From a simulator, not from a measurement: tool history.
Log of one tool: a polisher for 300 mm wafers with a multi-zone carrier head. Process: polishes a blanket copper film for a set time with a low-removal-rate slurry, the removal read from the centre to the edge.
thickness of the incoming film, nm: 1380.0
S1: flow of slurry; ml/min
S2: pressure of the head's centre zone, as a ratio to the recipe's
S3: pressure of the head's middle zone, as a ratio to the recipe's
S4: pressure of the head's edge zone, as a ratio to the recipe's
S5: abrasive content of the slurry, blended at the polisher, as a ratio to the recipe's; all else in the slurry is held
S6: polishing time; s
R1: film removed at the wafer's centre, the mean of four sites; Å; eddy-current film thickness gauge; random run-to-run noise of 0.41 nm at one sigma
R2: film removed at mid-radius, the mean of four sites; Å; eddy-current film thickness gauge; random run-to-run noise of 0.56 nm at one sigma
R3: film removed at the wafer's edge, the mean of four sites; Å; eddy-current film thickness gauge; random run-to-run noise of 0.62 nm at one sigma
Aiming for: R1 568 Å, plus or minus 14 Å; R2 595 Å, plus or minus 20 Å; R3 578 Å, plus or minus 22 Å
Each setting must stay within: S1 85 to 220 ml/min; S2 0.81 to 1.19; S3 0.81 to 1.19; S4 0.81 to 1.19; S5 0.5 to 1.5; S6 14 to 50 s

| run | hour | S1 | S2 | S3 | S4 | S5 | S6 | R1 | R2 | R3 |
|---|---|---|---|---|---|---|---|---|---|---|
| 1 | 0 | 140 | 1 | 1 | 1 | 1 | 32 | 788.84 | 894.3 | 864.16 |
| 2 | 7.1 | 140 | 1 | 1 | 1.07 | 1 | 32 | 770.28 | 888.42 | 870.57 |
| 3 | 15.4 | 140 | 1 | 1 | 1.05 | 0.95 | 31 | 742.84 | 850.31 | 837.94 |
| 4 | 18.7 | 140 | 1 | 1 | 1.03 | 0.9 | 30 | 711.38 | 804.53 | 786.6 |
| 5 | 24.4 | 140 | 1 | 1 | 1.1 | 0.9 | 30 | 713.96 | 803.18 | 801.64 |
| 6 | 33.1 | 140 | 1 | 1 | 1.09 | 0.85 | 29 | 681.7 | 781.44 | 764.51 |
| 7 | 40 | 140 | 1 | 0.99 | 1.08 | 0.8 | 29 | 677.41 | 759.1 | 762.53 |
| 8 | 45.2 | 120 | 1.03 | 0.99 | 0.98 | 0.55 | 24 | 495.22 | 547.63 | 526.25 |
|  | 47.7 | centre zone pressure recalibrated |
| 9 | 47.7 | 125 | 1.03 | 0.99 | 0.98 | 0.55 | 24 | 571.25 | 552.23 | 533.02 |
| 10 | 55 | 125 | 1.03 | 0.99 | 0.99 | 0.55 | 24 | 575.06 | 553.33 | 547.11 |
| 11 | 60.2 | 125 | 1.03 | 0.99 | 1 | 0.55 | 24 | 570.29 | 562.04 | 553.37 |

Exactly one of the 4 candidate moves below puts every result within its allowed miss. Which one?
| A | 65.4 | 110 | 1.06 | 1.11 | 1.19 | 0.95 | 21 | ? | ? | ? |
| B | 65.4 | 145 | 0.97 | 0.93 | 0.97 | 0.55 | 24 | ? | ? | ? |
| C | 65.4 | 120 | 0.83 | 0.94 | 1.02 | 0.85 | 26 | ? | ? | ? |
| D | 65.4 | 115 | 1.01 | 1 | 1 | 0.75 | 22 | ? | ? | ? |

| move | R1 | R2 | R3 |
|---|---|---|---|
| A | 561.26 | 583.53 | 573.46 |
| B | 556.43 | 541.47 | 553.04 |
| C | 543.18 | 628.23 | 657.89 |
| D | 536.68 | 536.25 | 530.96 |
A: all results land within tolerance of their targets
B: the biggest miss grows against the last run
C: moves the result that the last run missed by most past its target, out the other side
D: the biggest miss grows against the last run
Answer: A
